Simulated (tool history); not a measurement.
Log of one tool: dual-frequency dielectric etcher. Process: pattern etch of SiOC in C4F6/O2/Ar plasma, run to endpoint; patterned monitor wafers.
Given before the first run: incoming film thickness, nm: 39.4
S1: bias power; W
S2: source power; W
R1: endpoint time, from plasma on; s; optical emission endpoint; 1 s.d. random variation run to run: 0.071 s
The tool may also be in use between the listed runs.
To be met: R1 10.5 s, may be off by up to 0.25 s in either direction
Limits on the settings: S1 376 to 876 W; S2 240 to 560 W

run	day	S1	S2	R1
1	0	626	400	11.936
2	0.296	658	410	11.57
3	0.629	682	410	11.442
4	0.675	682	370	11.599
5	1.004	598	370	12.274
6	1.35	598	320	12.879
7	1.683	645	330	12.447
8	1.792	684	340	11.956
9	2.15	716	350	11.568
10	2.217	739	350	11.503
11	2.346	864	400	10.184
12	2.371	864	400	10.077

Which of these 4 next moves meets every target?
A	2.396	810	400	?
B	2.396	876	430	?
C	2.396	845	470	?
D	2.396	876	510	?

move	R1
A	10.61
B	10.018
C	9.9406
D	9.5463
A: in spec on every target
B: lands further from the targets than the last run did
C: lands further from the targets than the last run did
D: lands further from the targets than the last run did
Answer: A

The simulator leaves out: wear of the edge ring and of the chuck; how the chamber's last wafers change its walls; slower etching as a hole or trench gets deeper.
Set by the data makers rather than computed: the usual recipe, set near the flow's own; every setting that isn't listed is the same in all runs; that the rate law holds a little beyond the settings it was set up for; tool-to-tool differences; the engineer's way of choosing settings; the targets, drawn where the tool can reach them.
